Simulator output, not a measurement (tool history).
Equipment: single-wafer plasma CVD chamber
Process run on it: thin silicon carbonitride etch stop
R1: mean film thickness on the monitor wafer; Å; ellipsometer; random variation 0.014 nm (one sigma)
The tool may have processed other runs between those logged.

Run 1, hour 0: RF power (kW) 0.19, deposition time (s) 13.3. Result: R1 65.402 Å.
Run 2, hour 2.3: RF power (kW) 0.19, deposition time (s) 14.6. Result: R1 71.734 Å.
Run 3, hour 9.3: RF power (kW) 0.215, deposition time (s) 14.6. Result: R1 73.913 Å.
Run 4, hour 10.7: RF power (kW) 0.215, deposition time (s) 15.8. Result: R1 79.799 Å.
Run 5, hour 19.5: RF power (kW) 0.215, deposition time (s) 17.6. Result: R1 89.629 Å.
Run 6, hour 22.3: RF power (kW) 0.195, deposition time (s) 17.6. Result: R1 87.397 Å.
Run 7, hour 24.1: RF power (kW) 0.19, deposition time (s) 17. Result: R1 83.565 Å.
Run 8, hour 27.6: RF power (kW) 0.185, deposition time (s) 16.4. Result: R1 80.334 Å.
Run 9, hour 32.7: RF power (kW) 0.18, deposition time (s) 15.9. Result: R1 77.404 Å.
Run 10, hour 37.2: RF power (kW) 0.175, deposition time (s) 15.4. Result: R1 74.332 Å.
Run 11, hour 40.6: RF power (kW) 0.17, deposition time (s) 15. Result: R1 71.514 Å.
Run 12, hour 42.1: RF power (kW) 0.165, deposition time (s) 14.7. Result: R1 69.746 Å.
Run 13, hour 49.9: RF power (kW) 0.16, deposition time (s) 14.4. Result: R1 68.139 Å.
Run 14, hour 55.8: RF power (kW) 0.16, deposition time (s) 14.1. Result: R1 66.788 Å.

Estimate the outcome of run 15 from the log above:
Run 15, hour 58.5: RF power (kW) 0.16, deposition time (s) 13.9. Result: R1 ?.

{"run 15": {"R1": 65.647}}
